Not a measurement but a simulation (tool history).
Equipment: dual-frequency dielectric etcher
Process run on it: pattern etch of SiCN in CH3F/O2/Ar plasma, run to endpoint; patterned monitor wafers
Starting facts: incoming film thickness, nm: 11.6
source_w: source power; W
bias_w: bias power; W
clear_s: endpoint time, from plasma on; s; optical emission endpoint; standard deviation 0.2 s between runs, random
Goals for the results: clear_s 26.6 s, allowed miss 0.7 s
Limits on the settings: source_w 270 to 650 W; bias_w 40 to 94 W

Run 1, day 0: source_w 460 W, bias_w 67 W. Result: clear_s 29.499 s.
Run 2, day 0.371: source_w 480 W, bias_w 68 W. Result: clear_s 28.522 s.
Run 3, day 0.692: source_w 490 W, bias_w 68 W. Result: clear_s 28.077 s.
Run 4, day 0.942: source_w 500 W, bias_w 68 W. Result: clear_s 28.275 s.
Run 5, day 1.008: source_w 500 W, bias_w 60 W. Result: clear_s 29.335 s.
Run 6, day 1.221: source_w 520 W, bias_w 61 W. Result: clear_s 28.534 s.
Run 7, day 1.454: source_w 530 W, bias_w 62 W. Result: clear_s 27.899 s.
Run 8, day 1.783: source_w 540 W, bias_w 62 W. Result: clear_s 28.281 s.
Run 9, day 1.888: source_w 550 W, bias_w 63 W. Result: clear_s 27.743 s.

4 next moves are on the table. One of them brings every result within its allowed miss. Which?
Run A, day 1.992: source_w 510 W, bias_w 68 W. Result: clear_s ?.
Run B, day 1.992: source_w 550 W, bias_w 61 W. Result: clear_s ?.
Run C, day 1.992: source_w 550 W, bias_w 72 W. Result: clear_s ?.
Run D, day 1.992: source_w 520 W, bias_w 57 W. Result: clear_s ?.

move  clear_s
   A   28.048
   B   27.925
   C    26.65
   D    29.19
A: moves away from the targets compared with the last run
B: moves away from the targets compared with the last run
C: every result within its allowed miss
D: moves away from the targets compared with the last run
The move that meets every target is C.
